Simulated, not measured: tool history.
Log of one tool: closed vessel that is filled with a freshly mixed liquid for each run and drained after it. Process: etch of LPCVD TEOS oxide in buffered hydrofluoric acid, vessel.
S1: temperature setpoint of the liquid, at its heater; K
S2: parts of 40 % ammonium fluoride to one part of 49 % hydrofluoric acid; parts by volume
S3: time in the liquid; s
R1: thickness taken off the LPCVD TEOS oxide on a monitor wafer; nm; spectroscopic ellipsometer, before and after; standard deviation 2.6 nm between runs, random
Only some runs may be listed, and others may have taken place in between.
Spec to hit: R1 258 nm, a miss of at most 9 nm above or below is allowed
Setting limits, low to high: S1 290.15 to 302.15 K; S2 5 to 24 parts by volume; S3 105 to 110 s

run,day,S1,S2,S3,R1
1,0,294.15,14.5,105,218.1
2,0.346,290.65,14.5,105,177.65
3,0.683,291.65,14.5,105,189.18
4,1.067,291.65,14.5,110,194.52
5,1.125,291.65,14.5,110,199.01
6,1.421,291.65,16.5,110,172.65
7,1.792,292.65,16.5,110,184.66
8,1.883,293.65,16.5,110,198.55
9,2.112,294.65,16.5,110,207.63
10,2.2,295.15,16.5,110,211.82
11,2.425,295.65,16.5,110,217.28
12,2.533,296.15,16.5,110,222.6

Next run, 5 choices. One meets every target within its allowed miss, the rest don't. Which?
A,2.642,299.15,14.5,105,?
B,2.642,295.65,12,105,?
C,2.642,294.65,14,110,?
D,2.642,294.65,13,110,?
E,2.642,296.65,18.5,105,?

move,R1
A,282.71
B,281.19
C,239.66
D,257.73
E,194.17
A: the result that was furthest off in the last run now lies on the other side of its target
B: the result that was furthest off in the last run now lies on the other side of its target
C: moves toward the targets from the last run without getting all of them in spec
D: each result inside its tolerance
E: its largest miss is bigger than the last run's
So the answer is move D, the one that meets all the targets.
